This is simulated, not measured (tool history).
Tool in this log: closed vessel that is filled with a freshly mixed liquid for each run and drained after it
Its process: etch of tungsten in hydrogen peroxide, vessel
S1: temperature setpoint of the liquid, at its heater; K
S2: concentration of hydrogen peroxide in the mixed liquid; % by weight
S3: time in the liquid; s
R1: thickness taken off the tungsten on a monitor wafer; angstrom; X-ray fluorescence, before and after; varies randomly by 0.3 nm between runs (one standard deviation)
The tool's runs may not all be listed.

| run | hour | S1 | S2 | S3 | R1 |
|---|---|---|---|---|---|
| 1 | 0.0 | 328.15 | 20.5 | 100 | 1105.50 |
| 2 | 2.8 | 331.15 | 20.5 | 100 | 1315.80 |
| 3 | 4.0 | 326.65 | 20.5 | 100 | 1004.10 |
| 4 | 9.2 | 332.15 | 20.5 | 100 | 1394.70 |
| 5 | 12.1 | 332.15 | 22.0 | 100 | 1437.40 |
| 6 | 18.2 | 327.15 | 22.0 | 100 | 1072.70 |
| 7 | 23.2 | 324.15 | 22.0 | 100 | 896.65 |
| 8 | 29.1 | 322.15 | 22.0 | 100 | 787.38 |
|  | 30.5 | thermometer replaced |
| 9 | 30.5 | 320.65 | 22.0 | 100 | 785.51 |

The next listed run, before its measurement:
| 10 | 35.0 | 313.65 | 22.0 | 100 | ? |

{"run 10": {"R1": 508.58}}

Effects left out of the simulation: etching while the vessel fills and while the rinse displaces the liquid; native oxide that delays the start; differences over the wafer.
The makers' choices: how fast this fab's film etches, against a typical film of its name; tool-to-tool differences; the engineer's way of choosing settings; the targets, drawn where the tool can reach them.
